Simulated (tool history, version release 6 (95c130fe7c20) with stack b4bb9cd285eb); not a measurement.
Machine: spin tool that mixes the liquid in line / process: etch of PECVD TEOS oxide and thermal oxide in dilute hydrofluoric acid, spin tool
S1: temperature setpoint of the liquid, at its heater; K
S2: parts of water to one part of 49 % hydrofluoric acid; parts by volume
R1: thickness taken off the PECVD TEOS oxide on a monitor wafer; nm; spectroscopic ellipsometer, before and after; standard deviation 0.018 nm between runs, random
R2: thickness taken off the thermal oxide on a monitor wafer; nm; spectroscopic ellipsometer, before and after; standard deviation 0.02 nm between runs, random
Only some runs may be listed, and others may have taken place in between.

Run 1, hour 0: S1 294.15 K, S2 270 parts by volume, time under the liquid (s) 180. Result: R1 5.2812 nm, R2 2.3771 nm.
Run 2, hour 1.3: S1 293.15 K, S2 280 parts by volume, time under the liquid (s) 180. Result: R1 4.8444 nm, R2 2.1026 nm.
Run 3, hour 4.5: S1 294.65 K, S2 280 parts by volume, time under the liquid (s) 180. Result: R1 5.0904 nm, R2 2.2857 nm.
Run 4, hour 10.9: S1 294.15 K, S2 295 parts by volume, time under the liquid (s) 180. Result: R1 4.6654 nm, R2 2.0795 nm.
Run 5, hour 16.3: S1 294.15 K, S2 235 parts by volume, time under the liquid (s) 180. Result: R1 6.21 nm, R2 2.7602 nm.
Run 6, hour 17.1: S1 294.15 K, S2 290 parts by volume, time under the liquid (s) 180. Result: R1 4.839 nm, R2 2.1189 nm.
Run 7, hour 19.9: S1 293.65 K, S2 300 parts by volume, time under the liquid (s) 180. Result: R1 4.4865 nm, R2 2.0182 nm.
Run 8, hour 28.2: S1 292.65 K, S2 305 parts by volume, time under the liquid (s) 180. Result: R1 4.2539 nm, R2 1.869 nm.

What will run 9 give?
Run 9, hour 34.3: S1 292.15 K, S2 310 parts by volume, time under the liquid (s) 180. Result: R1 ?, R2 ?.

Logged for run 9: R1 4.0843 nm, R2 1.8152 nm.
